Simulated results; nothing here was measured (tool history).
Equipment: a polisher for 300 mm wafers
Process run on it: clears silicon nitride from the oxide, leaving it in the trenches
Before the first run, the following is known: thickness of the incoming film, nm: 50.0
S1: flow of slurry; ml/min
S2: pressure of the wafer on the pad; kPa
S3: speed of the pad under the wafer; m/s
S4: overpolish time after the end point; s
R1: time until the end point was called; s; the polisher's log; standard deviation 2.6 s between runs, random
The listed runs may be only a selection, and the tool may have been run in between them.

run 1 day=0.000 | S1=180 S2=13.8 S3=0.88 S4=22 | R1=84.518
run 2 day=0.300 | S1=180 S2=13.8 S3=0.88 S4=22 | R1=86.135
run 3 day=0.375 | S1=220 S2=13.8 S3=0.88 S4=22 | R1=82.091
run 4 day=0.571 | S1=250 S2=13.8 S3=0.88 S4=22 | R1=78.908
run 5 day=0.608 | S1=250 S2=13.8 S3=0.88 S4=22 | R1=81.808
run 6 day=0.804 | S1=250 S2=13.8 S3=0.88 S4=23 | R1=83.978
run 7 day=0.958 | S1=250 S2=11.7 S3=0.86 S4=23 | R1=93.022
run 8 day=1.050 | S1=250 S2=10.3 S3=0.82 S4=23 | R1=105.600
run 9 day=1.196 | S1=250 S2=10.3 S3=0.82 S4=23 | R1=107.840
run 10 day=1.388 | S1=250 S2=9.0 S3=0.80 S4=23 | R1=118.860
run 11 day=1.767 | S1=250 S2=8.3 S3=0.80 S4=23 | R1=123.580

Run 12 comes next. What will it give?
run 12 day=2.054 | S1=250 S2=7.6 S3=0.80 S4=23 | R1=?

R1: 128.240 s
